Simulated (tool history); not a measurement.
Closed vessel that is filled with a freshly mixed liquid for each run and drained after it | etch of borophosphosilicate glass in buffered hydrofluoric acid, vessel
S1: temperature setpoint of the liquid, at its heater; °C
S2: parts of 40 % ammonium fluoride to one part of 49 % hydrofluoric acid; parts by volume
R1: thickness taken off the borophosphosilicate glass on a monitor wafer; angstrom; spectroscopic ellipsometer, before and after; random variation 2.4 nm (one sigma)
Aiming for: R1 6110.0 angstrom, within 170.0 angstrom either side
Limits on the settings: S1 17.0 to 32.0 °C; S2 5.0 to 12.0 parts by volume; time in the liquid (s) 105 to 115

run 1 hour=0.0 | S1=24.0 S2=7.0 time_in_the_liquid_(s)=105 | R1=4381.9
run 2 hour=7.4 | S1=24.0 S2=7.0 time_in_the_liquid_(s)=115 | R1=4790.5
run 3 hour=13.1 | S1=24.0 S2=7.0 time_in_the_liquid_(s)=105 | R1=4399.4
run 4 hour=15.6 | S1=25.5 S2=7.0 time_in_the_liquid_(s)=105 | R1=4783.1
run 5 hour=21.5 | S1=26.5 S2=7.0 time_in_the_liquid_(s)=105 | R1=5014.0
run 6 hour=29.0 | S1=26.5 S2=5.0 time_in_the_liquid_(s)=105 | R1=6739.5
run 7 hour=29.8 | S1=26.5 S2=5.0 time_in_the_liquid_(s)=105 | R1=6714.7
run 8 hour=32.9 | S1=26.0 S2=5.0 time_in_the_liquid_(s)=105 | R1=6566.2
run 9 hour=34.6 | S1=25.5 S2=5.0 time_in_the_liquid_(s)=105 | R1=6396.0

Below are 4 possible settings for the next run. Only one of them brings all results inside the allowed miss of their targets. Which is it?
run A hour=36.3 | S1=26.5 S2=5.5 time_in_the_liquid_(s)=110 | R1=?
run B hour=36.3 | S1=23.0 S2=5.0 time_in_the_liquid_(s)=115 | R1=?
run C hour=36.3 | S1=24.5 S2=5.0 time_in_the_liquid_(s)=110 | R1=?
run D hour=36.3 | S1=24.0 S2=5.0 time_in_the_liquid_(s)=115 | R1=?

move=A R1=6507.0
move=B R1=6136.4
move=C R1=6360.2
move=D R1=6474.3
A: moves away from the targets compared with the last run
B: each result inside its tolerance
C: moves toward the targets from the last run without getting all of them in spec
D: moves away from the targets compared with the last run
Answer: B

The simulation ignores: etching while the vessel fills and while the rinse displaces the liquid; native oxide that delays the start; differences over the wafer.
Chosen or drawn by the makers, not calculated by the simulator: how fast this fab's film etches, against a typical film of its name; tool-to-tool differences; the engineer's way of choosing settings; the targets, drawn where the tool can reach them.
